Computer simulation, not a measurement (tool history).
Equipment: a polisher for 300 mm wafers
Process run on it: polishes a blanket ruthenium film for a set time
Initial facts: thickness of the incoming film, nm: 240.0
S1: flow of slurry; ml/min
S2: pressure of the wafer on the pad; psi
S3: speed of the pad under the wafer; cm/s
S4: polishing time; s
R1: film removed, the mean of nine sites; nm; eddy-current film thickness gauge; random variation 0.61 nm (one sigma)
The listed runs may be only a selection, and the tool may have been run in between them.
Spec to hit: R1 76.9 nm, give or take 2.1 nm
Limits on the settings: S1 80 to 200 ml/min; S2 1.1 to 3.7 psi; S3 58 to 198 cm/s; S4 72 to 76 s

Run 1, hour 0: S1 130 ml/min, S2 2.4 psi, S3 128 cm/s, S4 72 s. Result: R1 121.52 nm.
Run 2, hour 6.7: S1 130 ml/min, S2 2.4 psi, S3 128 cm/s, S4 72 s. Result: R1 118.66 nm.
Run 3, hour 14.6: S1 160 ml/min, S2 2.4 psi, S3 128 cm/s, S4 72 s. Result: R1 124.63 nm.
Run 4, hour 21: S1 160 ml/min, S2 2.4 psi, S3 128 cm/s, S4 72 s. Result: R1 123.92 nm.
Run 5, hour 29.3: S1 145 ml/min, S2 2.4 psi, S3 128 cm/s, S4 72 s. Result: R1 122.98 nm.
Run 6, hour 38.3: S1 140 ml/min, S2 2.3 psi, S3 128 cm/s, S4 72 s. Result: R1 117.89 nm.
Run 7, hour 42.1: S1 140 ml/min, S2 2.2 psi, S3 128 cm/s, S4 72 s. Result: R1 112.61 nm.
Run 8, hour 47.3: S1 140 ml/min, S2 2.1 psi, S3 128 cm/s, S4 72 s. Result: R1 107.46 nm.
Run 9, hour 56.2: S1 140 ml/min, S2 2 psi, S3 128 cm/s, S4 72 s. Result: R1 102.02 nm.
Run 10, hour 58.4: S1 140 ml/min, S2 1.9 psi, S3 128 cm/s, S4 72 s. Result: R1 96.445 nm.
Run 11, hour 63.6: S1 140 ml/min, S2 1.8 psi, S3 128 cm/s, S4 72 s. Result: R1 92.901 nm.
Run 12, hour 70.3: S1 130 ml/min, S2 1.6 psi, S3 128 cm/s, S4 72 s. Result: R1 81.34 nm.
Run 13, hour 71.7: S1 120 ml/min, S2 1.6 psi, S3 128 cm/s, S4 72 s. Result: R1 81.012 nm.

Of the 5 settings listed for the next run, only one would bring every result within its allowed miss of target. Which one?
Run A, hour 73.1: S1 125 ml/min, S2 1.8 psi, S3 114 cm/s, S4 75 s. Result: R1 ?.
Run B, hour 73.1: S1 105 ml/min, S2 1.5 psi, S3 136 cm/s, S4 76 s. Result: R1 ?.
Run C, hour 73.1: S1 80 ml/min, S2 1.8 psi, S3 112 cm/s, S4 74 s. Result: R1 ?.
Run D, hour 73.1: S1 100 ml/min, S2 1.8 psi, S3 122 cm/s, S4 74 s. Result: R1 ?.
Run E, hour 73.1: S1 95 ml/min, S2 1.6 psi, S3 136 cm/s, S4 74 s. Result: R1 ?.

move      R1
   A  85.875
   B  81.816
   C  76.557
   D  85.919
   E   83.08
A: misses by more than the last run did
B: misses by more than the last run did
C: hits every target within its allowed miss
D: misses by more than the last run did
E: misses by more than the last run did
Correct choice: C, which meets every target
